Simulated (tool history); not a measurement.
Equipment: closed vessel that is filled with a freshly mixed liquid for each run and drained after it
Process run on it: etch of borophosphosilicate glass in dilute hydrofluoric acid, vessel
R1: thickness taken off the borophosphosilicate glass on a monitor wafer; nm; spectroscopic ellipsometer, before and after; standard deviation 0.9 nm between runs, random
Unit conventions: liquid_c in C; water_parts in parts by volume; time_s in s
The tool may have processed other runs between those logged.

Run 1, hour 0: liquid_c 26 C, water_parts 80 parts by volume, time_s 90 s. Result: R1 101.54 nm.
Run 2, hour 5.1: liquid_c 28 C, water_parts 70 parts by volume, time_s 90 s. Result: R1 126.78 nm.
Run 3, hour 9.9: liquid_c 29.5 C, water_parts 65 parts by volume, time_s 90 s. Result: R1 147.5 nm.
Run 4, hour 13.4: liquid_c 29.5 C, water_parts 65 parts by volume, time_s 90 s. Result: R1 146.72 nm.
Run 5, hour 21.7: liquid_c 30.5 C, water_parts 60 parts by volume, time_s 90 s. Result: R1 164.97 nm.
Run 6, hour 29.2: liquid_c 30.5 C, water_parts 80 parts by volume, time_s 90 s. Result: R1 121.56 nm.

What does the tool deliver on the next run?
Run 7, hour 30.1: liquid_c 31.5 C, water_parts 70 parts by volume, time_s 90 s. Result: R1 ?.

{"run 7": {"R1": 145.67}}
